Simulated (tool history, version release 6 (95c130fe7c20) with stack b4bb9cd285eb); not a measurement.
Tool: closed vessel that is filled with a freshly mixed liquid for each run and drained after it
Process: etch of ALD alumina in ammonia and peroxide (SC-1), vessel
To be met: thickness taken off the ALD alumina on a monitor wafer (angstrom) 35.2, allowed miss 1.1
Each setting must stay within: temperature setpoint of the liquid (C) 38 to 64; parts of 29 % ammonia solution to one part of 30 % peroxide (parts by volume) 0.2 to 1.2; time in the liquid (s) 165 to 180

run  hour  temperature setpoint of the liquid (C)  parts of 29 % ammonia solution to one part of 30 % peroxide (parts by volume)  time in the liquid (s)  thickness taken off the ALD alumina on a monitor wafer (angstrom)
  1     0                                      48                                                                            0.9                     165                                                             60.686
  2   4.3                                    51.5                                                                            0.9                     165                                                             73.072
  3     9                                    47.5                                                                            0.9                     165                                                             59.265
  4  16.9                                    53.5                                                                            0.9                     165                                                             83.266
  5  20.8                                      49                                                                            0.9                     165                                                             63.767
  6    24                                    45.5                                                                            0.9                     165                                                             53.054
  7  31.3                                      43                                                                            0.9                     165                                                             46.548
  8  40.1                                    41.5                                                                           0.85                     165                                                             42.284

4 next moves are on the table. One of them brings every result within its allowed miss. Which?
  A  48.9                                    40.5                                                                            0.2                     170                                                                  ?
  B  48.9                                    43.5                                                                            0.9                     165                                                                  ?
  C  48.9                                    42.5                                                                            0.7                     170                                                                  ?
  D  48.9                                      44                                                                            1.2                     180                                                                  ?

move  thickness taken off the ALD alumina on a monitor wafer (angstrom)
   A                                                             34.854
   B                                                             46.507
   C                                                             44.156
   D                                                             53.666
A: hits every target within its allowed miss
B: the biggest miss grows against the last run
C: the biggest miss grows against the last run
D: the biggest miss grows against the last run
Correct choice: A, which meets every target

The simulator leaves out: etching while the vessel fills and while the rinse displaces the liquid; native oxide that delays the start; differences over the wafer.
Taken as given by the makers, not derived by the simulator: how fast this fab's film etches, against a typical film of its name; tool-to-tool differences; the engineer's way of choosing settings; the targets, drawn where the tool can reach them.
